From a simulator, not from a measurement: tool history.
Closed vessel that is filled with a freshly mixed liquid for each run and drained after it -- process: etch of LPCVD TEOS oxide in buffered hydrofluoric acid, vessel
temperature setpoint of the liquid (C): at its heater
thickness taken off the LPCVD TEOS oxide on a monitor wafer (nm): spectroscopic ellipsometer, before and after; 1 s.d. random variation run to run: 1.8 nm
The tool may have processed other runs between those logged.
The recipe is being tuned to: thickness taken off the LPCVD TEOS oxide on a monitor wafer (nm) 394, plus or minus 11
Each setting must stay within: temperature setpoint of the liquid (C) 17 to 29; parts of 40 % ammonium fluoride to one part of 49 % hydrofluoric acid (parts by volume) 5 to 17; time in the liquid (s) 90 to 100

run,hour,temperature setpoint of the liquid (C),parts of 40 % ammonium fluoride to one part of 49 % hydrofluoric acid (parts by volume),time in the liquid (s),thickness taken off the LPCVD TEOS oxide on a monitor wafer (nm)
1,0,21,10.5,90,299.9
2,8.7,22,10.5,90,316.07
3,15.7,23,10.5,90,335.43
4,17.7,23,12,90,295.33
5,25.3,23,14,90,252.4
6,33.4,24.5,13.5,90,285.2
7,40,25.5,13,90,309.72
8,41.8,26.5,13,90,332.11
9,48.1,27,13,90,337.43
10,55.7,27.5,13,90,346.55
11,62.6,28,13,90,358.58
12,64,28.5,12.5,90,379.93

Which of these 5 next moves meets every target?
A,65.4,24.5,8.5,90,?
B,65.4,29,12.5,100,?
C,65.4,29,13,95,?
D,65.4,28.5,13,90,?
E,65.4,29,12.5,95,?

move,thickness taken off the LPCVD TEOS oxide on a monitor wafer (nm)
A,434.07
B,434.36
C,397.13
D,366.4
E,412.65
A: pushes the last run's worst result past its target
B: pushes the last run's worst result past its target
C: hits every target within its allowed miss
D: moves away from the targets compared with the last run
E: pushes the last run's worst result past its target
Move C is the one to make.
